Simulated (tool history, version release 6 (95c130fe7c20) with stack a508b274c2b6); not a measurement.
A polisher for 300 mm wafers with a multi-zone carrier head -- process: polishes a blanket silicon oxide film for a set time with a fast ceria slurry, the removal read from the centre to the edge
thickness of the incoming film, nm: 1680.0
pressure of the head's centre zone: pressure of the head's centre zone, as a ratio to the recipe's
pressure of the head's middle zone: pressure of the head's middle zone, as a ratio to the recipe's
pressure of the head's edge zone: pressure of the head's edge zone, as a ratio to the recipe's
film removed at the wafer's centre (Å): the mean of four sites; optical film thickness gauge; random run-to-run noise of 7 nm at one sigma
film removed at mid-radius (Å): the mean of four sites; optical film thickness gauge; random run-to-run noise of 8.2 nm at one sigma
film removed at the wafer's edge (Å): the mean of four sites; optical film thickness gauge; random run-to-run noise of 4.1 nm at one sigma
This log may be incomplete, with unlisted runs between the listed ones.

| run | hour | flow of slurry (ml/min) | pressure of the head's centre zone | pressure of the head's middle zone | pressure of the head's edge zone | polishing time (s) | film removed at the wafer's centre (Å) | film removed at mid-radius (Å) | film removed at the wafer's edge (Å) |
|---|---|---|---|---|---|---|---|---|---|
| 1 | 0.0 | 185 | 1.00 | 1.00 | 1.00 | 37 | 6528.2 | 6848.8 | 6541.8 |
| 2 | 2.4 | 210 | 1.00 | 1.00 | 1.00 | 37 | 6789.7 | 6863.2 | 6718.1 |
| 3 | 5.9 | 210 | 1.00 | 0.95 | 1.00 | 37 | 6640.0 | 6536.1 | 6738.3 |
| 4 | 7.8 | 195 | 0.97 | 0.93 | 0.98 | 37 | 6562.0 | 6380.0 | 6599.6 |
| 5 | 9.8 | 185 | 0.94 | 0.93 | 0.99 | 36 | 6071.7 | 6104.2 | 6446.5 |
| 6 | 11.8 | 155 | 0.94 | 0.93 | 0.99 | 36 | 5809.4 | 6079.5 | 6356.5 |
| 7 | 17.1 | 150 | 0.92 | 0.93 | 0.98 | 36 | 5868.6 | 5953.1 | 6260.5 |

Run 8 has not been measured yet. What should we expect?
| 8 | 21.9 | 145 | 0.90 | 0.94 | 0.99 | 35 | ? | ? | ? |

Run 8 gave film removed at the wafer's centre (Å) 5401.7, film removed at mid-radius (Å) 5802.0, film removed at the wafer's edge (Å) 6140.3.
